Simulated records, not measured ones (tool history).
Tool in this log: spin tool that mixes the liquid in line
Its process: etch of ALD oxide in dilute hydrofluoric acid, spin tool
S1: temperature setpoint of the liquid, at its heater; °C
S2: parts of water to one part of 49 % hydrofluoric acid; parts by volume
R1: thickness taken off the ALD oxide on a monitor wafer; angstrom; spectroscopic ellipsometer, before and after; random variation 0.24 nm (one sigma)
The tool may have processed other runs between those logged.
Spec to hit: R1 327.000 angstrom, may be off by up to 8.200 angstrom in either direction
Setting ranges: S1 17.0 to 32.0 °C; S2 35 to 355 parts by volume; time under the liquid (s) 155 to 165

{"run": 1, "hour": 0.0, "S1": 24.0, "S2": 195, "time under the liquid (s)": 155, "R1": 81.359}
{"run": 2, "hour": 5.3, "S1": 25.5, "S2": 160, "time under the liquid (s)": 155, "R1": 109.53}
{"run": 3, "hour": 7.0, "S1": 27.0, "S2": 130, "time under the liquid (s)": 155, "R1": 147.46}
{"run": 4, "hour": 9.7, "S1": 27.0, "S2": 90, "time under the liquid (s)": 155, "R1": 223.35}
{"run": 5, "hour": 11.4, "S1": 23.5, "S2": 90, "time under the liquid (s)": 155, "R1": 196.35}
{"run": 6, "hour": 18.6, "S1": 20.5, "S2": 90, "time under the liquid (s)": 155, "R1": 171.39}
{"run": 7, "hour": 22.5, "S1": 23.0, "S2": 80, "time under the liquid (s)": 155, "R1": 215.98}
{"run": 8, "hour": 27.4, "S1": 23.0, "S2": 80, "time under the liquid (s)": 155, "R1": 217.85}
{"run": 9, "hour": 28.0, "S1": 23.0, "S2": 80, "time under the liquid (s)": 155, "R1": 217.29}
{"run": 10, "hour": 36.1, "S1": 27.0, "S2": 60, "time under the liquid (s)": 155, "R1": 347.38}
{"run": 11, "hour": 38.6, "S1": 26.5, "S2": 60, "time under the liquid (s)": 155, "R1": 343.3}

5 candidate next runs follow, results not yet known. Just one meets every target within its allowed miss. Identify it.
{"run": "A", "hour": 41.1, "S1": 25.0, "S2": 55, "time under the liquid (s)": 160, "R1": "?"}
{"run": "B", "hour": 41.1, "S1": 32.0, "S2": 80, "time under the liquid (s)": 165, "R1": "?"}
{"run": "C", "hour": 41.1, "S1": 26.0, "S2": 55, "time under the liquid (s)": 160, "R1": "?"}
{"run": "D", "hour": 41.1, "S1": 26.5, "S2": 60, "time under the liquid (s)": 165, "R1": "?"}
{"run": "E", "hour": 41.1, "S1": 27.0, "S2": 60, "time under the liquid (s)": 160, "R1": "?"}

move=A R1=372.730
move=B R1=335.140
move=C R1=388.140
move=D R1=371.770
move=E R1=367.770
A: misses by more than the last run did
B: all results land within tolerance of their targets
C: misses by more than the last run did
D: misses by more than the last run did
E: misses by more than the last run did
So the answer is move B, the one that meets all the targets.
